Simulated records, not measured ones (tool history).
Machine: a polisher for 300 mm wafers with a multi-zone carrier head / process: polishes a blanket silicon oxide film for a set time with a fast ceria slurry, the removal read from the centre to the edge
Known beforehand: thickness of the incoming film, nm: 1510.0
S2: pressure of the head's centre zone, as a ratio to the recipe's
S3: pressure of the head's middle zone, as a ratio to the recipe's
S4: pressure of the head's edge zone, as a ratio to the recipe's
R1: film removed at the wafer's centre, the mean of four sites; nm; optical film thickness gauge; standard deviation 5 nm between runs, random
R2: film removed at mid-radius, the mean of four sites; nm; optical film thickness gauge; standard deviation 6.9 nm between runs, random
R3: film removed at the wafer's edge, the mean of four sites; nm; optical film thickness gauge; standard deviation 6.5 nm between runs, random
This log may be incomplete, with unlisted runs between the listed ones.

Run 1, hour 0: flow of slurry (ml/min) 320, S2 1, S3 1, S4 1, polishing time (s) 34. Result: R1 582.55 nm, R2 571.58 nm, R3 580.59 nm.
Run 2, hour 8.5: flow of slurry (ml/min) 320, S2 1, S3 0.94, S4 1, polishing time (s) 34. Result: R1 587.13 nm, R2 544.04 nm, R3 574.97 nm.
Run 3, hour 15.3: flow of slurry (ml/min) 330, S2 1.01, S3 0.99, S4 1.02, polishing time (s) 36. Result: R1 635.76 nm, R2 601.31 nm, R3 614.72 nm.
Run 4, hour 18.8: flow of slurry (ml/min) 330, S2 0.97, S3 0.99, S4 1.02, polishing time (s) 36. Result: R1 610.13 nm, R2 607.43 nm, R3 617.27 nm.
Run 5, hour 21.1: flow of slurry (ml/min) 335, S2 0.97, S3 1.03, S4 1.04, polishing time (s) 37. Result: R1 629.9 nm, R2 642.99 nm, R3 636.95 nm.
Run 6, hour 29.7: flow of slurry (ml/min) 335, S2 0.97, S3 1.05, S4 1.06, polishing time (s) 38. Result: R1 639.6 nm, R2 674.14 nm, R3 666.16 nm.
Run 7, hour 33.9: flow of slurry (ml/min) 345, S2 0.98, S3 1.08, S4 1.08, polishing time (s) 39. Result: R1 666.79 nm, R2 711.83 nm, R3 685.94 nm.
Run 8, hour 36.8: flow of slurry (ml/min) 350, S2 0.99, S3 1.1, S4 1.09, polishing time (s) 40. Result: R1 692.66 nm, R2 734.04 nm, R3 703.84 nm.
Run 9, hour 42.7: flow of slurry (ml/min) 355, S2 0.99, S3 1.12, S4 1.1, polishing time (s) 41. Result: R1 714.18 nm, R2 767.04 nm, R3 727.89 nm.
Run 10, hour 46.2: flow of slurry (ml/min) 360, S2 0.99, S3 1.13, S4 1.11, polishing time (s) 41. Result: R1 719.4 nm, R2 781.65 nm, R3 734.59 nm.

Predict the results of run 11:
Run 11, hour 54.8: flow of slurry (ml/min) 370, S2 0.99, S3 1.14, S4 1.12, polishing time (s) 41. Result: R1 ?, R2 ?, R3 ?.

Run 11 produced R1 714.34 nm, R2 790.28 nm, R3 748 nm.

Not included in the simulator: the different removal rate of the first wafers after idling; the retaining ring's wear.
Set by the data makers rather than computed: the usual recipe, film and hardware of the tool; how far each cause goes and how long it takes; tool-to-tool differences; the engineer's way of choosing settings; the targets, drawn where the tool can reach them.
